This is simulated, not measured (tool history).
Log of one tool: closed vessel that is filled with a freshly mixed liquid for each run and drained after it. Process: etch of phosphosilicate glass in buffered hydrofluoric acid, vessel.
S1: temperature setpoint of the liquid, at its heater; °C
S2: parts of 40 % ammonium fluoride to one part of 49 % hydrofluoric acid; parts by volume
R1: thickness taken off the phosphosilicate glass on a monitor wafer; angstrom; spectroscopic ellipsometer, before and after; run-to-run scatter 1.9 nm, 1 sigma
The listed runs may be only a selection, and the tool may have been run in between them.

Run 1, hour 0: S1 22 °C, S2 17 parts by volume, time in the liquid (s) 90. Result: R1 2662.7 angstrom.
Run 2, hour 4.6: S1 22 °C, S2 20.5 parts by volume, time in the liquid (s) 90. Result: R1 2233.5 angstrom.
Run 3, hour 13.3: S1 24.5 °C, S2 19 parts by volume, time in the liquid (s) 90. Result: R1 2751.4 angstrom.
Run 4, hour 20.2: S1 26.5 °C, S2 18 parts by volume, time in the liquid (s) 90. Result: R1 3240.6 angstrom.
Run 5, hour 29: S1 26.5 °C, S2 18 parts by volume, time in the liquid (s) 95. Result: R1 3428 angstrom.
Run 6, hour 29.9: S1 27.5 °C, S2 17.5 parts by volume, time in the liquid (s) 95. Result: R1 3677.1 angstrom.

Run 7 has not been measured yet. What should we expect?
Run 7, hour 34.5: S1 28.5 °C, S2 17 parts by volume, time in the liquid (s) 95. Result: R1 ?.

Logged for run 7: R1 3993.3 angstrom.
